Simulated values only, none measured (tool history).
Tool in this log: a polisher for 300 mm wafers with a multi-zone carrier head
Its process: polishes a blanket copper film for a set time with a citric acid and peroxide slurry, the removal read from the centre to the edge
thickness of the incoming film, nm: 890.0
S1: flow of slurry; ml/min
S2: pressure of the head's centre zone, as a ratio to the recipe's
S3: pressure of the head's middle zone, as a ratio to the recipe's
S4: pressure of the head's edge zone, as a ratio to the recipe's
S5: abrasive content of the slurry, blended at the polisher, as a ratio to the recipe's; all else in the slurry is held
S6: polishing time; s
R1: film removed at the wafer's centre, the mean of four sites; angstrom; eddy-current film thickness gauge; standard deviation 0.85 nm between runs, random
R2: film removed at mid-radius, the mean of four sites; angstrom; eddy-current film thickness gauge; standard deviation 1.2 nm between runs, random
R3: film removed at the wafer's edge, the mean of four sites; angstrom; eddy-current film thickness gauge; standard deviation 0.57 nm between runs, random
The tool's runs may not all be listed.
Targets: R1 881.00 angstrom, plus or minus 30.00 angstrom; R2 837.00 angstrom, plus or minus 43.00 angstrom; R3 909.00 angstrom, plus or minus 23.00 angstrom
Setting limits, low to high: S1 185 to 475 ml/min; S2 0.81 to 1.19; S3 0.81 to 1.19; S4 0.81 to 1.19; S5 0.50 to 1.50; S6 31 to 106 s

run,hour,S1,S2,S3,S4,S5,S6,R1,R2,R3
1,0.0,305,1.00,1.00,1.00,1.00,68,1437.60,1428.70,1403.20
2,4.3,305,1.00,1.00,0.95,1.00,68,1431.90,1448.50,1376.90
3,10.3,300,0.99,0.97,0.95,0.90,64,1303.00,1272.50,1254.70
4,16.5,300,0.99,0.97,1.00,0.90,64,1314.70,1264.20,1288.90
5,20.1,300,0.99,0.97,0.96,0.90,64,1287.80,1295.20,1266.80
6,28.1,300,0.99,0.97,0.96,1.00,64,1325.90,1307.70,1286.60
7,36.1,295,0.97,0.94,0.94,0.90,61,1218.70,1225.10,1189.20
8,45.1,290,0.96,0.92,0.95,0.80,58,1109.50,1127.20,1102.30
9,52.8,285,0.96,0.90,0.97,0.75,56,1045.60,1036.80,1059.30
10,59.5,285,0.96,0.90,0.97,0.75,56,1042.50,1031.70,1040.80
11,63.6,280,0.96,0.88,0.98,0.70,55,1014.80,967.58,1013.20
12,65.1,270,0.95,0.87,0.98,0.65,55,976.32,920.38,999.60
13,69.8,265,0.94,0.86,0.96,0.60,55,926.47,911.02,959.75
14,71.3,250,0.95,0.81,0.96,0.50,53,854.09,771.12,882.05
15,79.2,260,0.95,0.82,0.96,0.50,53,846.54,794.19,880.47
16,81.7,265,0.95,0.83,0.97,0.50,53,866.24,826.79,875.25
17,85.1,270,0.94,0.81,1.03,0.60,53,909.11,855.18,965.75
18,86.2,270,0.94,0.81,1.01,0.60,53,896.34,862.55,953.57
19,93.8,270,0.94,0.81,1.00,0.60,53,913.85,849.21,943.73
20,102.1,270,0.94,0.81,0.99,0.60,53,909.70,844.16,947.26

Exactly one of the 5 candidate moves below puts every result within its allowed miss. Which one?
A,110.4,290,1.07,0.89,0.91,0.75,46,?,?,?
B,110.4,290,0.92,0.87,0.97,0.55,51,?,?,?
C,110.4,220,0.93,0.81,1.01,0.55,55,?,?,?
D,110.4,330,0.86,0.94,0.98,0.55,52,?,?,?
E,110.4,285,0.92,0.81,0.91,0.75,50,?,?,?

move,R1,R2,R3
A,948.23,842.56,840.58
B,826.31,843.62,878.42
C,882.48,854.96,952.60
D,794.51,910.72,904.85
E,883.68,864.08,913.65
A: takes the result that was furthest off past its target
B: takes the result that was furthest off past its target
C: moves away from the targets compared with the last run
D: the furthest-off result lands on target, but another misses its tolerance
E: in spec on every target
So the answer is move E, the one that meets all the targets.
